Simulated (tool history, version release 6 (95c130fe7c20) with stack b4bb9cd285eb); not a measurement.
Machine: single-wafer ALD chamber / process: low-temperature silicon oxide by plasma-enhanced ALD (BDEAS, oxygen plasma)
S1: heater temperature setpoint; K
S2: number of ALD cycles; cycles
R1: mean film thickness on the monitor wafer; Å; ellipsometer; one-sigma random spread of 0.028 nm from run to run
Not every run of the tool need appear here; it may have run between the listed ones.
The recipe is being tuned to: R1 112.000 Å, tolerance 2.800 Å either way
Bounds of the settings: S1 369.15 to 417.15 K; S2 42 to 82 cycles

run 1 day=0.000 | S1=393.15 S2=62 | R1=88.027
run 2 day=0.121 | S1=393.15 S2=69 | R1=97.787
run 3 day=0.238 | S1=392.15 S2=71 | R1=100.800
run 4 day=0.346 | S1=381.15 S2=71 | R1=102.800
run 5 day=0.604 | S1=375.15 S2=71 | R1=103.900
run 6 day=0.912 | S1=380.15 S2=71 | R1=102.860
run 7 day=1.008 | S1=380.15 S2=72 | R1=104.630
run 8 day=1.138 | S1=380.15 S2=73 | R1=105.400

Of the 5 settings listed for the next run, only one would bring every result within its allowed miss of target. Which one?
run A day=1.267 | S1=377.15 S2=81 | R1=?
run B day=1.267 | S1=378.15 S2=77 | R1=?
run C day=1.267 | S1=371.15 S2=72 | R1=?
run D day=1.267 | S1=391.15 S2=71 | R1=?
run E day=1.267 | S1=374.15 S2=70 | R1=?

move=A R1=117.780
move=B R1=111.790
move=C R1=105.700
move=D R1=100.920
move=E R1=102.280
A: moves the result that the last run missed by most past its target, out the other side
B: each result inside its tolerance
C: neither nearer nor further off than the last run
D: further off than the last run
E: further off than the last run
Go with B: it meets all targets.
